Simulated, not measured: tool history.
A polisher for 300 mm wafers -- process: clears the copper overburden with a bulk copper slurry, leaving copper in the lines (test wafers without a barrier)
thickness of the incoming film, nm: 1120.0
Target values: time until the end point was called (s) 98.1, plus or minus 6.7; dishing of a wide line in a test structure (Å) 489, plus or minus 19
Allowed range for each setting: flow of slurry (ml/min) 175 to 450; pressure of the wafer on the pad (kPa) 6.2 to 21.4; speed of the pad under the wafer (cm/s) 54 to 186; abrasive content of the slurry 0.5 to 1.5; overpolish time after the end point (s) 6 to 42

run  hour  flow of slurry (ml/min)  pressure of the wafer on the pad (kPa)  speed of the pad under the wafer (cm/s)  abrasive content of the slurry  overpolish time after the end point (s)  time until the end point was called (s)  dishing of a wide line in a test structure (Å)
  1     0                      290                                    13.8                                      118                               1                                       21                                   167.88                                          515.41
  2   1.3                      290                                    15.2                                      118                               1                                       21                                   150.85                                          528.05
  3   4.6                      290                                    17.9                                      118                               1                                       21                                   128.34                                          580.81
  4   9.1                      290                                    17.9                                      118                            0.95                                       21                                   129.18                                          576.97
  5  11.9                      290                                    17.9                                      120                            0.95                                       19                                   126.67                                          561.26
  6  17.3                      290                                    17.9                                       96                            0.95                                       19                                   152.12                                          511.11
  7  24.4                      295                                    18.6                                       98                            0.95                                       18                                   149.38                                          528.33
  8  31.7                      280                                    18.6                                      104                             0.9                                       17                                   142.19                                          520.41
  9  33.8                      270                                    18.6                                      108                             0.9                                       16                                   136.98                                          518.37
 10  41.6                      260                                    18.6                                      112                             0.9                                       15                                    129.3                                          505.12
 11  46.8                      255                                    18.6                                      114                             0.9                                       14                                   135.16                                          490.64
 12  55.4                      255                                    18.6                                      116                             0.9                                       13                                   126.17                                          482.35
 13  63.3                      260                                      20                                      120                             0.9                                       10                                   115.44                                          450.89
 14  71.6                      260                                      20                                      122                             0.9                                       10                                   114.15                                          453.45
 15  73.3                      260                                      20                                      124                             0.9                                       10                                   111.46                                          454.18
 16  82.2                      260                                    20.7                                      128                             0.9                                       11                                   105.14                                          499.99

4 next moves are on the table. One of them brings every result within its allowed miss. Which?
  A  91.1                      180                                    18.6                                      128                            0.95                                       13                                        ?                                               ?
  B  91.1                      290                                    19.3                                      118                            0.85                                       11                                        ?                                               ?
  C  91.1                      290                                      20                                      140                            0.95                                       10                                        ?                                               ?
  D  91.1                      240                                    21.4                                      132                            0.95                                       12                                        ?                                               ?

move  time until the end point was called (s)  dishing of a wide line in a test structure (Å)
   A                                   120.07                                          494.24
   B                                   119.78                                          458.51
   C                                   96.101                                             489
   D                                   97.416                                           529.8
A: lands further from the targets than the last run did
B: lands further from the targets than the last run did
C: hits every target within its allowed miss
D: the worst result of the last run now meets its target, but another is out of spec
So the answer is move C, the one that meets all the targets.

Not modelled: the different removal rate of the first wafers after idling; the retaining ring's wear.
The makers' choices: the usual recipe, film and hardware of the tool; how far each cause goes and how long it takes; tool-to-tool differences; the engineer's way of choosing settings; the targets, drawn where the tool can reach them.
